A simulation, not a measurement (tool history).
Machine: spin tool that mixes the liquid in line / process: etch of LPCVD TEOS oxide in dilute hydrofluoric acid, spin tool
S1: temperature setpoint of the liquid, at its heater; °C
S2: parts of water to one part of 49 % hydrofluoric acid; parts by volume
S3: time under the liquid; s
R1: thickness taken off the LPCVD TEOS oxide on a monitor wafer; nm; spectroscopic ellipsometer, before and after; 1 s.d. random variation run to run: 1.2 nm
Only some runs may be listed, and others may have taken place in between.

| run | hour | S1 | S2 | S3 | R1 |
|---|---|---|---|---|---|
| 1 | 0.0 | 23.0 | 200 | 310 | 57.490 |
| 2 | 6.3 | 23.0 | 200 | 330 | 61.287 |
| 3 | 10.5 | 24.0 | 190 | 330 | 67.936 |
| 4 | 19.0 | 25.0 | 180 | 330 | 73.931 |
| 5 | 27.3 | 26.5 | 180 | 330 | 78.081 |
| 6 | 34.2 | 26.5 | 180 | 330 | 79.921 |
| 7 | 38.6 | 27.0 | 175 | 330 | 82.755 |
| 8 | 46.7 | 31.0 | 120 | 330 | 153.570 |

Run 9 is up next; what results do you expect?
| 9 | 48.5 | 30.5 | 120 | 330 | ? |

Run 9 came out at R1 146.730 nm.
